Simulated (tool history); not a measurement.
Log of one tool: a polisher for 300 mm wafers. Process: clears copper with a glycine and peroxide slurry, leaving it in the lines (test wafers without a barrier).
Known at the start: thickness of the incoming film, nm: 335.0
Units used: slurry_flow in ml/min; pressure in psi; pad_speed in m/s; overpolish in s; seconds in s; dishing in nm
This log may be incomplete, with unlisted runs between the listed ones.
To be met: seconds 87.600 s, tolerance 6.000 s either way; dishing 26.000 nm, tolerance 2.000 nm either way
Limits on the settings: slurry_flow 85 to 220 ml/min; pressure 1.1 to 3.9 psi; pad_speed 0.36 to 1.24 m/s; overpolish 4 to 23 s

{"run": 1, "hour": 0.0, "slurry_flow": 140, "pressure": 2.5, "pad_speed": 0.8, "overpolish": 12, "seconds": 74.348, "dishing": 38.488}
{"run": 2, "hour": 1.6, "slurry_flow": 140, "pressure": 2.5, "pad_speed": 0.66, "overpolish": 12, "seconds": 86.264, "dishing": 33.451}
{"run": 3, "hour": 9.7, "slurry_flow": 140, "pressure": 2.5, "pad_speed": 0.66, "overpolish": 11, "seconds": 83.424, "dishing": 32.319}
{"run": 4, "hour": 17.7, "slurry_flow": 140, "pressure": 2.5, "pad_speed": 0.86, "overpolish": 11, "seconds": 72.514, "dishing": 35.422}
{"run": 5, "hour": 25.0, "slurry_flow": 140, "pressure": 2.3, "pad_speed": 0.86, "overpolish": 10, "seconds": 77.772, "dishing": 31.262}
{"run": 6, "hour": 27.8, "slurry_flow": 140, "pressure": 2.3, "pad_speed": 0.86, "overpolish": 7, "seconds": 76.849, "dishing": 22.875}
{"run": 7, "hour": 31.8, "slurry_flow": 140, "pressure": 2.2, "pad_speed": 0.86, "overpolish": 8, "seconds": 77.469, "dishing": 25.905}
{"run": 8, "hour": 33.9, "slurry_flow": 135, "pressure": 1.7, "pad_speed": 0.84, "overpolish": 9, "seconds": 99.554, "dishing": 23.554}

Consider the 5 candidate settings below. Which is the only one whose results all fall within their allowed miss of target?
{"run": "A", "hour": 36.0, "slurry_flow": 135, "pressure": 1.9, "pad_speed": 0.9, "overpolish": 9, "seconds": "?", "dishing": "?"}
{"run": "B", "hour": 36.0, "slurry_flow": 140, "pressure": 2.2, "pad_speed": 0.88, "overpolish": 11, "seconds": "?", "dishing": "?"}
{"run": "C", "hour": 36.0, "slurry_flow": 125, "pressure": 1.3, "pad_speed": 0.9, "overpolish": 11, "seconds": "?", "dishing": "?"}
{"run": "D", "hour": 36.0, "slurry_flow": 125, "pressure": 2.3, "pad_speed": 0.92, "overpolish": 10, "seconds": "?", "dishing": "?"}
{"run": "E", "hour": 36.0, "slurry_flow": 175, "pressure": 1.2, "pad_speed": 0.82, "overpolish": 10, "seconds": "?", "dishing": "?"}

move=A seconds=87.056 dishing=25.566
move=B seconds=79.193 dishing=33.152
move=C seconds=111.620 dishing=24.395
move=D seconds=76.964 dishing=31.301
move=E seconds=113.710 dishing=22.053
A: meets every target
B: carries the result that was furthest off beyond its target, to the other side
C: moves away from the targets compared with the last run
D: carries the result that was furthest off beyond its target, to the other side
E: moves away from the targets compared with the last run
So the answer is move A, the one that meets all the targets.

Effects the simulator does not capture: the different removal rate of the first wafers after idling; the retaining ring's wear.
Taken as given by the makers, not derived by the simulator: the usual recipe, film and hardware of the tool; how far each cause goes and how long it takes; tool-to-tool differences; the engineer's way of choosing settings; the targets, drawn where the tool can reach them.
